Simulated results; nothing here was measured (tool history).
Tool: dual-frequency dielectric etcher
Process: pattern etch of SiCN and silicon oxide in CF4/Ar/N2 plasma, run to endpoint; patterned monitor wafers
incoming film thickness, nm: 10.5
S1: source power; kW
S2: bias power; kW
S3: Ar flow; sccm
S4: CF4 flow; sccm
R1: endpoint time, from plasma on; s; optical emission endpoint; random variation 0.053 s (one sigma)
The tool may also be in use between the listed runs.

{"run": 1, "hour": 0.0, "S1": 0.54, "S2": 0.065, "S3": 124, "S4": 74, "R1": 10.461}
{"run": 2, "hour": 3.7, "S1": 0.54, "S2": 0.065, "S3": 124, "S4": 67, "R1": 10.748}
{"run": 3, "hour": 8.0, "S1": 0.46, "S2": 0.065, "S3": 124, "S4": 67, "R1": 12.158}
{"run": 4, "hour": 9.0, "S1": 0.46, "S2": 0.065, "S3": 124, "S4": 79, "R1": 12.083}
{"run": 5, "hour": 14.4, "S1": 0.46, "S2": 0.065, "S3": 134, "S4": 79, "R1": 12.076}
{"run": 6, "hour": 18.9, "S1": 0.52, "S2": 0.066, "S3": 134, "S4": 79, "R1": 10.897}
{"run": 7, "hour": 20.9, "S1": 0.56, "S2": 0.067, "S3": 134, "S4": 79, "R1": 10.055}
{"run": 8, "hour": 25.7, "S1": 0.59, "S2": 0.067, "S3": 134, "S4": 79, "R1": 9.6022}
{"run": 9, "hour": 34.4, "S1": 0.61, "S2": 0.067, "S3": 134, "S4": 79, "R1": 9.442}
{"run": 10, "hour": 38.0, "S1": 0.63, "S2": 0.067, "S3": 134, "S4": 79, "R1": 9.0699}
{"run": 11, "hour": 46.5, "S1": 0.64, "S2": 0.067, "S3": 134, "S4": 79, "R1": 9.0431}

Run 12 comes next. What will it give?
{"run": 12, "hour": 54.3, "S1": 0.65, "S2": 0.067, "S3": 134, "S4": 79, "R1": "?"}

{"run 12": {"R1": 8.8316}}
